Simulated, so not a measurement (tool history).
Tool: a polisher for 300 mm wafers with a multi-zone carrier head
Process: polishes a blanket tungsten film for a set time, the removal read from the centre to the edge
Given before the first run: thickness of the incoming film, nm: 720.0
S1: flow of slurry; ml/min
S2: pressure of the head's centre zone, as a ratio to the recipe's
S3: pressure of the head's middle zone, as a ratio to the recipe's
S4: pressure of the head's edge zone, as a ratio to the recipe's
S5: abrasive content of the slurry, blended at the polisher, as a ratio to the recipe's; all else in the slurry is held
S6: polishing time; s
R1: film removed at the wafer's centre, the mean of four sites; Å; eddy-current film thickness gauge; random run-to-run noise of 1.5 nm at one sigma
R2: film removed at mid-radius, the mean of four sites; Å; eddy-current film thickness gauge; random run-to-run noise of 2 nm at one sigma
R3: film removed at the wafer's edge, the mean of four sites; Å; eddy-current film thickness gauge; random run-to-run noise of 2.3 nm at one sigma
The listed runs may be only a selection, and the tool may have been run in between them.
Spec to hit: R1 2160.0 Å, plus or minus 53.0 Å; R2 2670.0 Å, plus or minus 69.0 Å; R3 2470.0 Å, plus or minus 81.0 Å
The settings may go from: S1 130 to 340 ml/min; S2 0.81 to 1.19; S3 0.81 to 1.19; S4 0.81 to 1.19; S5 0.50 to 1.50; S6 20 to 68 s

{"run": 1, "hour": 0.0, "S1": 220, "S2": 1.0, "S3": 1.0, "S4": 1.0, "S5": 1.0, "S6": 44, "R1": 1884.6, "R2": 1846.6, "R3": 1866.2}
{"run": 2, "hour": 6.4, "S1": 220, "S2": 1.0, "S3": 1.0, "S4": 1.09, "S5": 1.0, "S6": 44, "R1": 1878.3, "R2": 1844.7, "R3": 1958.0}
{"run": 3, "hour": 7.1, "S1": 260, "S2": 1.0, "S3": 1.0, "S4": 1.09, "S5": 1.0, "S6": 44, "R1": 1921.2, "R2": 1871.6, "R3": 1987.1}
{"run": 4, "hour": 7.7, "S1": 260, "S2": 0.98, "S3": 1.05, "S4": 1.11, "S5": 1.15, "S6": 45, "R1": 1977.8, "R2": 2052.8, "R3": 2087.2}
{"run": 5, "hour": 11.4, "S1": 260, "S2": 0.96, "S3": 1.08, "S4": 1.13, "S5": 1.25, "S6": 46, "R1": 2045.2, "R2": 2217.1, "R3": 2209.5}
{"hour": 18.1, "done": "worn pad replaced by a new one"}
{"run": 6, "hour": 18.1, "S1": 265, "S2": 0.95, "S3": 1.11, "S4": 1.14, "S5": 1.3, "S6": 46, "R1": 2273.9, "R2": 2545.1, "R3": 2507.3}
{"run": 7, "hour": 22.9, "S1": 265, "S2": 0.93, "S3": 1.11, "S4": 1.11, "S5": 1.3, "S6": 46, "R1": 2194.2, "R2": 2563.1, "R3": 2422.8}
{"run": 8, "hour": 24.9, "S1": 270, "S2": 0.92, "S3": 1.11, "S4": 1.11, "S5": 1.3, "S6": 46, "R1": 2205.1, "R2": 2563.6, "R3": 2456.6}
{"run": 9, "hour": 33.0, "S1": 270, "S2": 0.91, "S3": 1.11, "S4": 1.1, "S5": 1.3, "S6": 46, "R1": 2145.6, "R2": 2571.7, "R3": 2416.1}
{"run": 10, "hour": 37.2, "S1": 275, "S2": 0.91, "S3": 1.11, "S4": 1.1, "S5": 1.3, "S6": 46, "R1": 2137.3, "R2": 2540.8, "R3": 2417.8}
{"run": 11, "hour": 45.2, "S1": 275, "S2": 0.91, "S3": 1.11, "S4": 1.1, "S5": 1.3, "S6": 46, "R1": 2165.5, "R2": 2557.7, "R3": 2469.4}
{"run": 12, "hour": 48.5, "S1": 275, "S2": 0.91, "S3": 1.12, "S4": 1.09, "S5": 1.3, "S6": 46, "R1": 2163.8, "R2": 2584.8, "R3": 2423.5}

Pick the move, out of 5, that brings all results within their allowed miss; only one does.
{"run": "A", "hour": 51.8, "S1": 260, "S2": 0.94, "S3": 1.1, "S4": 1.01, "S5": 1.5, "S6": 44, "R1": "?", "R2": "?", "R3": "?"}
{"run": "B", "hour": 51.8, "S1": 295, "S2": 0.91, "S3": 1.11, "S4": 1.12, "S5": 1.4, "S6": 45, "R1": "?", "R2": "?", "R3": "?"}
{"run": "C", "hour": 51.8, "S1": 280, "S2": 0.93, "S3": 1.07, "S4": 1.14, "S5": 1.3, "S6": 45, "R1": "?", "R2": "?", "R3": "?"}
{"run": "D", "hour": 51.8, "S1": 250, "S2": 0.92, "S3": 1.1, "S4": 1.05, "S5": 1.25, "S6": 46, "R1": "?", "R2": "?", "R3": "?"}
{"run": "E", "hour": 51.8, "S1": 300, "S2": 0.88, "S3": 1.13, "S4": 1.06, "S5": 0.95, "S6": 50, "R1": "?", "R2": "?", "R3": "?"}

move=A R1=2192.4 R2=2510.1 R3=2307.5
move=B R1=2168.7 R2=2581.6 R3=2440.1
move=C R1=2167.5 R2=2448.0 R3=2408.8
move=D R1=2143.6 R2=2509.4 R3=2342.6
move=E R1=2147.8 R2=2685.3 R3=2445.3
A: lands further from the targets than the last run did
B: about as far from the targets as the last run
C: lands further from the targets than the last run did
D: lands further from the targets than the last run did
E: all results in spec
E is the move that brings every result within its allowed miss.

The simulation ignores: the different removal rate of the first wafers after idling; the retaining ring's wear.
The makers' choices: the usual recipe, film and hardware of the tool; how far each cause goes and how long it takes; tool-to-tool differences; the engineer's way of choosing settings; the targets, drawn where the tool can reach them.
